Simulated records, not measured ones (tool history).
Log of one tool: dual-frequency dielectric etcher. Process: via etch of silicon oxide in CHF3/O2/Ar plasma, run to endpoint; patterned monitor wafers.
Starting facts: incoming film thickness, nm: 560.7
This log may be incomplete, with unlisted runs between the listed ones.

run,hour,source power (W),bias power (W),endpoint time (s)
1,0,870,181,269.98
2,3.3,870,153,287.82
3,5.8,720,153,315.97
4,7.9,840,153,291.1
5,14,840,121,316.8
6,20.6,730,121,335.81
7,29.3,860,132,301.7
8,34.3,950,135,283.02
9,35.6,1020,137,277.1

Run 10, settings as shown, results not yet in. Your forecast:
10,40.2,1070,144,?

{"run 10": {"endpoint time (s)": 264.94}}
